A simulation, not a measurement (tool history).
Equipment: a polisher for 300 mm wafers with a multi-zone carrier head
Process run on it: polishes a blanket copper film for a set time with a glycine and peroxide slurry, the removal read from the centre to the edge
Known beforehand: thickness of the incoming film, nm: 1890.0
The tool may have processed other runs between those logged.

run	hour	flow of slurry (ml/min)	pressure of the head's centre zone	pressure of the head's middle zone	pressure of the head's edge zone	polishing time (s)	film removed at the wafer's centre (angstrom)	film removed at mid-radius (angstrom)	film removed at the wafer's edge (angstrom)
1	0.0	230	1.00	1.00	1.00	37	2893.5	2741.9	2639.3
2	5.0	230	1.00	1.00	1.08	37	2886.8	2851.3	2711.3
3	8.1	230	1.00	1.00	1.08	28	2185.4	2132.6	2114.8
4	13.0	235	1.02	0.96	1.10	31	2484.3	2325.5	2338.0
5	18.2	235	0.99	0.96	1.10	31	2378.4	2305.0	2323.5
6	25.7	235	0.99	0.96	1.10	25	1939.8	1843.8	1904.7
7	33.1	225	1.02	0.93	1.12	28	2205.3	1980.4	2140.8
8	34.3	215	1.05	0.93	1.14	31	2501.0	2193.7	2368.8

Forecast run 9:
9	35.7	210	1.07	0.93	1.15	33	?	?	?

film removed at the wafer's centre (angstrom): 2715.0
film removed at mid-radius (angstrom): 2324.9
film removed at the wafer's edge (angstrom): 2530.2
